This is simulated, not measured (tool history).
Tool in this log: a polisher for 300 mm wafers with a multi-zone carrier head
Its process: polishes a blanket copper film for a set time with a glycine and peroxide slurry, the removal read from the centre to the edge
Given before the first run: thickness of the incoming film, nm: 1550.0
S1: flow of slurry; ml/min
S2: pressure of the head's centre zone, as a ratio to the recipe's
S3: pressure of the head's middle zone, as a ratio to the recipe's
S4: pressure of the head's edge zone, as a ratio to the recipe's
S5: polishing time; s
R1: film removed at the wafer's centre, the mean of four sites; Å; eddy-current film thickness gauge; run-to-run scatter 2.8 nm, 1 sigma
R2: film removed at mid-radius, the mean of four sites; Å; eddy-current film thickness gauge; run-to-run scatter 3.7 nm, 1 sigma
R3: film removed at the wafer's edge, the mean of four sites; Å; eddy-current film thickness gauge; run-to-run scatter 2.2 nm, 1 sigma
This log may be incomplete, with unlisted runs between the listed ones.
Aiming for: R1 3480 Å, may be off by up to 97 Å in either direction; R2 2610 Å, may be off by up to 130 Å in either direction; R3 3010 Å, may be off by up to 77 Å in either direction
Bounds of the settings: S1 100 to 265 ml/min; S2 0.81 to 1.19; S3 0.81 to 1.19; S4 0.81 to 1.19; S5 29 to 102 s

run  hour   S1    S2    S3    S4  S5      R1      R2      R3
  1     0  170     1     1     1  65  4277.7  4153.8  4451.8
  2   7.6  165  1.02  0.96  0.97  60    4053  3781.7  3923.7
  3  10.2  165  1.09  0.96  0.97  60  4288.5  3813.7  3951.5
  4  17.8  165  1.09  1.02  0.97  60    4317  3900.9  4014.5
  5  21.8  165  1.09  1.02  0.93  60  4326.7  3953.4  3919.4
  6    25  145  1.09  1.02  0.93  60  4186.8  3839.2  3886.4
  7  29.3  145  1.09  1.02  0.93  60  4209.1  3855.8    3923
  8  33.7  140  1.11  0.98  0.95  56  3906.1  3490.9  3613.1
  9  41.2  140  1.13  0.94  0.96  54    3897  3196.1  3531.4
 10  45.5  135  1.13  0.91  0.94  53  3729.8  3096.9  3405.4
 11  54.3  130  1.14  0.89  0.93  52  3712.8  2858.9  3324.8
 12  63.1  130  1.14  0.89  0.91  51  3612.4  2842.8  3193.8
 13  65.1  125  1.14  0.88   0.9  51  3612.7  2752.3  3129.7
 14  73.6  120  1.14  0.88  0.89  51  3507.2  2837.5  3174.1
 15  76.3  120  1.15  0.87  0.88  51  3651.6  2805.6  3152.4
 16  84.6  105  1.13  0.83  0.85  49  3321.2  2489.2  2951.9
 17  85.7  110  1.13  0.83  0.85  49  3318.1  2566.8  2908.7

Of the 4 settings listed for the next run, only one would bring every result within its allowed miss of target. Which one?
  A  86.8  145  1.19  0.87  0.81  50   ?   ?   ?
  B  86.8  100  1.17  0.85  0.87  50   ?   ?   ?
  C  86.8  195  1.05  0.99  0.81  46   ?   ?   ?
  D  86.8  120  1.18  0.89  0.91  51   ?   ?   ?

move      R1      R2      R3
   A  3817.2    2849  2996.5
   B  3476.9  2617.3  2945.6
   C  3284.2  3017.8  2842.1
   D  3722.5  2859.9  3138.8
A: takes the result that was furthest off past its target
B: meets every target
C: its largest miss is bigger than the last run's
D: takes the result that was furthest off past its target
Answer: B
